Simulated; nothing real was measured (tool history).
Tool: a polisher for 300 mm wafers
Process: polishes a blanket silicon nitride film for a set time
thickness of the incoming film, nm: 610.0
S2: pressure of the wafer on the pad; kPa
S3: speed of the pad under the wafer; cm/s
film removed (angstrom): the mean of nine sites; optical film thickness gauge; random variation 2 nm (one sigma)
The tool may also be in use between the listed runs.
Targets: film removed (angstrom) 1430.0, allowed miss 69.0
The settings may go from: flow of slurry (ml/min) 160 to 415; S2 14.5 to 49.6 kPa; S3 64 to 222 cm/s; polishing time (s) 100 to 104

{"run": 1, "hour": 0.0, "flow of slurry (ml/min)": 265, "S2": 31.7, "S3": 142, "polishing time (s)": 100, "film removed (angstrom)": 3181.2}
{"run": 2, "hour": 1.7, "flow of slurry (ml/min)": 210, "S2": 31.7, "S3": 142, "polishing time (s)": 100, "film removed (angstrom)": 3174.0}
{"run": 3, "hour": 9.3, "flow of slurry (ml/min)": 210, "S2": 26.9, "S3": 130, "polishing time (s)": 100, "film removed (angstrom)": 2477.7}
{"run": 4, "hour": 10.3, "flow of slurry (ml/min)": 210, "S2": 23.4, "S3": 124, "polishing time (s)": 100, "film removed (angstrom)": 2113.8}
{"run": 5, "hour": 14.8, "flow of slurry (ml/min)": 210, "S2": 21.4, "S3": 120, "polishing time (s)": 100, "film removed (angstrom)": 1935.0}
{"run": 6, "hour": 18.4, "flow of slurry (ml/min)": 270, "S2": 21.4, "S3": 120, "polishing time (s)": 100, "film removed (angstrom)": 2007.9}
{"run": 7, "hour": 27.1, "flow of slurry (ml/min)": 270, "S2": 19.3, "S3": 116, "polishing time (s)": 100, "film removed (angstrom)": 1738.6}
{"run": 8, "hour": 28.7, "flow of slurry (ml/min)": 270, "S2": 17.9, "S3": 114, "polishing time (s)": 100, "film removed (angstrom)": 1560.3}
{"run": 9, "hour": 32.5, "flow of slurry (ml/min)": 270, "S2": 17.2, "S3": 114, "polishing time (s)": 100, "film removed (angstrom)": 1535.2}

5 next moves are on the table. One of them brings every result within its allowed miss. Which?
{"run": "A", "hour": 36.3, "flow of slurry (ml/min)": 305, "S2": 16.5, "S3": 134, "polishing time (s)": 100, "film removed (angstrom)": "?"}
{"run": "B", "hour": 36.3, "flow of slurry (ml/min)": 220, "S2": 17.2, "S3": 108, "polishing time (s)": 100, "film removed (angstrom)": "?"}
{"run": "C", "hour": 36.3, "flow of slurry (ml/min)": 320, "S2": 14.5, "S3": 112, "polishing time (s)": 100, "film removed (angstrom)": "?"}
{"run": "D", "hour": 36.3, "flow of slurry (ml/min)": 230, "S2": 17.9, "S3": 90, "polishing time (s)": 100, "film removed (angstrom)": "?"}
{"run": "E", "hour": 36.3, "flow of slurry (ml/min)": 240, "S2": 15.9, "S3": 100, "polishing time (s)": 100, "film removed (angstrom)": "?"}

move=A film_removed_(angstrom)=1731.0
move=B film_removed_(angstrom)=1454.0
move=C film_removed_(angstrom)=1342.6
move=D film_removed_(angstrom)=1308.4
move=E film_removed_(angstrom)=1286.2
A: further off than the last run
B: meets every target
C: takes the result that was furthest off past its target
D: takes the result that was furthest off past its target
E: takes the result that was furthest off past its target
Move B is the one to make.

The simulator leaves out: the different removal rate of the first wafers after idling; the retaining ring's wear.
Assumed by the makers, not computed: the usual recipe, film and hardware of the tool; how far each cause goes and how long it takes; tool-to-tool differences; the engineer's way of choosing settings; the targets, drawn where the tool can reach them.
